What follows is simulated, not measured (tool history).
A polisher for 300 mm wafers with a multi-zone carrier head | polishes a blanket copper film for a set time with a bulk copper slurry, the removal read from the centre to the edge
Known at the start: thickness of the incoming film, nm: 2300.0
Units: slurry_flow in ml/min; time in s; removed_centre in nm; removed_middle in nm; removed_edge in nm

Run 1, day 0: slurry_flow 250 ml/min, centre_zone 1, middle_zone 1, edge_zone 1, slurry_solids 1, time 61 s. Result: removed_centre 463.58 nm, removed_middle 457.74 nm, removed_edge 465.36 nm.
Run 2, day 0.367: slurry_flow 250 ml/min, centre_zone 0.93, middle_zone 1, edge_zone 1, slurry_solids 1, time 61 s. Result: removed_centre 426.69 nm, removed_middle 463.88 nm, removed_edge 446.95 nm.
Run 3, day 0.425: slurry_flow 250 ml/min, centre_zone 0.93, middle_zone 1, edge_zone 1, slurry_solids 1, time 54 s. Result: removed_centre 381.64 nm, removed_middle 406.89 nm, removed_edge 405.59 nm.
Run 4, day 0.696: slurry_flow 250 ml/min, centre_zone 0.93, middle_zone 1, edge_zone 1, slurry_solids 1.1, time 54 s. Result: removed_centre 387.67 nm, removed_middle 420.61 nm, removed_edge 417.09 nm.
Run 5, day 0.779: slurry_flow 250 ml/min, centre_zone 0.93, middle_zone 1, edge_zone 1.05, slurry_solids 1.1, time 54 s. Result: removed_centre 392.49 nm, removed_middle 417.45 nm, removed_edge 428.53 nm.
Run 6, day 0.938: slurry_flow 255 ml/min, centre_zone 0.93, middle_zone 0.99, edge_zone 1.01, slurry_solids 1, time 52 s. Result: removed_centre 369.07 nm, removed_middle 389.72 nm, removed_edge 397.11 nm.
Run 7, day 1.238: slurry_flow 250 ml/min, centre_zone 0.93, middle_zone 0.99, edge_zone 0.98, slurry_solids 0.9, time 51 s. Result: removed_centre 349.13 nm, removed_middle 375.72 nm, removed_edge 377.35 nm.
Run 8, day 1.462: slurry_flow 265 ml/min, centre_zone 0.94, middle_zone 1, edge_zone 0.95, slurry_solids 0.85, time 49 s. Result: removed_centre 335.34 nm, removed_middle 362.49 nm, removed_edge 348.14 nm.

Run 9 comes next. What will it give?
Run 9, day 1.496: slurry_flow 275 ml/min, centre_zone 0.94, middle_zone 0.99, edge_zone 0.93, slurry_solids 0.8, time 48 s. Result: removed_centre ?, removed_middle ?, removed_edge ?.

{"run 9": {"removed_centre": 327.35, "removed_middle": 340.48, "removed_edge": 327.99}}

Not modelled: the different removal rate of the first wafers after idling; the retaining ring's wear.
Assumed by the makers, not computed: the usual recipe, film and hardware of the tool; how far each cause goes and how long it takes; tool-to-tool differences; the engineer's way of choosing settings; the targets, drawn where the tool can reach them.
